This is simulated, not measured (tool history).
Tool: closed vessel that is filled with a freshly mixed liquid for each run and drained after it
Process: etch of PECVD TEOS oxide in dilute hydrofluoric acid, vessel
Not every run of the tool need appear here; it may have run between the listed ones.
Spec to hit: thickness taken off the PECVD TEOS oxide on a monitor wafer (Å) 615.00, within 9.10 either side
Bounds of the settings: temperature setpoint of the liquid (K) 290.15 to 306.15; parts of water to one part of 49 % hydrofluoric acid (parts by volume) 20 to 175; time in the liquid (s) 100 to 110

run  hour  temperature setpoint of the liquid (K)  parts of water to one part of 49 % hydrofluoric acid (parts by volume)  time in the liquid (s)  thickness taken off the PECVD TEOS oxide on a monitor wafer (Å)
  1   0.0                                  298.15                                                                      95                     100                                                           204.83
  2   5.3                                  298.15                                                                      95                     100                                                           204.47
  3  12.0                                  300.65                                                                      75                     100                                                           293.00
  4  15.5                                  297.15                                                                      75                     100                                                           253.66
  5  23.9                                  294.15                                                                      75                     100                                                           226.02
  6  27.7                                  294.15                                                                      75                     100                                                           225.48
  7  29.3                                  298.15                                                                      60                     100                                                           337.57
  8  36.7                                  300.65                                                                      55                     100                                                           411.89
  9  41.6                                  302.15                                                                      50                     100                                                           486.38

Exactly one of the 5 candidate moves below puts every result within its allowed miss. Which one?
  A  46.5                                  302.15                                                                      45                     100                                                                ?
  B  46.5                                  302.15                                                                      40                     100                                                                ?
  C  46.5                                  302.15                                                                      40                     110                                                                ?
  D  46.5                                  306.15                                                                      70                     105                                                                ?
  E  46.5                                  305.65                                                                      55                     110                                                                ?

move  thickness taken off the PECVD TEOS oxide on a monitor wafer (Å)
   A                                                           542.30
   B                                                           614.73
   C                                                           676.20
   D                                                           410.95
   E                                                           550.77
A: better than the last run, though not everything is in spec
B: hits every target within its allowed miss
C: carries the result that was furthest off beyond its target, to the other side
D: moves away from the targets compared with the last run
E: better than the last run, though not everything is in spec
Move B is the one to make.
